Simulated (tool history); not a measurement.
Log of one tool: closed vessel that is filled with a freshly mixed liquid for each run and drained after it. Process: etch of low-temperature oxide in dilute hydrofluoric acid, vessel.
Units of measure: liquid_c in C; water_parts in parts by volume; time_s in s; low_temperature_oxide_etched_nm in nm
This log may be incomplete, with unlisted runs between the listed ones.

run,day,liquid_c,water_parts,time_s,low_temperature_oxide_etched_nm
1,0,21,195,175,16.734
2,0.342,20.5,200,175,16.004
3,0.671,22,200,175,16.875
4,0.9,22,200,190,18.171
5,1.188,22,200,190,18.214
6,1.304,22,200,190,18.411
7,1.425,21.5,205,190,17.426

Run 8, settings as shown, results not yet in. Your forecast:
8,1.625,21,210,190,?

low_temperature_oxide_etched_nm: 16.677 nm

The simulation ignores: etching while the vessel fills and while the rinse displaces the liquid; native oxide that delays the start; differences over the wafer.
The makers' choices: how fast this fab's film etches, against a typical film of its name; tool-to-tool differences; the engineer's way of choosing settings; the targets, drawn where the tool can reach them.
